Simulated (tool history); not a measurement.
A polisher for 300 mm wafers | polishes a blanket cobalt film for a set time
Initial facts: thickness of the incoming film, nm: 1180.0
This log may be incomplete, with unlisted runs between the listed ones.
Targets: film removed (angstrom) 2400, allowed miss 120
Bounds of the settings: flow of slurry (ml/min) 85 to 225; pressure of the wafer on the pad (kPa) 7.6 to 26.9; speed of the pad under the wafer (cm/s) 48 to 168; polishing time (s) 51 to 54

run    day  flow of slurry (ml/min)  pressure of the wafer on the pad (kPa)  speed of the pad under the wafer (cm/s)  polishing time (s)  film removed (angstrom)
  1      0                      145                                    17.2                                      108                  51                   3491.8
  2  0.088                      145                                    17.2                                      108                  54                   3719.8
  3  0.375                      145                                    17.2                                      130                  54                   4359.2
  4  0.396                      145                                    15.2                                      130                  54                     4265
  5  0.521                      145                                    17.2                                      130                  54                   4410.4
  6  0.792                      145                                    17.2                                      140                  54                   4865.7
  7  1.154                      145                                    14.5                                      128                  54                   3988.5
  8  1.275                      145                                    12.4                                      120                  54                   3433.1

5 candidate next runs follow, results not yet known. Just one meets every target within its allowed miss. Identify it.
  A  1.396                      165                                    16.5                                      152                  54                        ?
  B  1.396                      165                                    19.3                                      124                  54                        ?
  C  1.396                      150                                       9                                      120                  52                        ?
  D  1.396                      130                                       9                                      118                  53                        ?
  E  1.396                      180                                     9.7                                       98                  51                        ?

move  film removed (angstrom)
   A                   5238.7
   B                   4716.8
   C                   2887.9
   D                   2842.7
   E                   2459.3
A: its largest miss is bigger than the last run's
B: its largest miss is bigger than the last run's
C: nearer the targets than the last run, but a result is still out of spec
D: nearer the targets than the last run, but a result is still out of spec
E: all results land within tolerance of their targets
Go with E: it meets all targets.

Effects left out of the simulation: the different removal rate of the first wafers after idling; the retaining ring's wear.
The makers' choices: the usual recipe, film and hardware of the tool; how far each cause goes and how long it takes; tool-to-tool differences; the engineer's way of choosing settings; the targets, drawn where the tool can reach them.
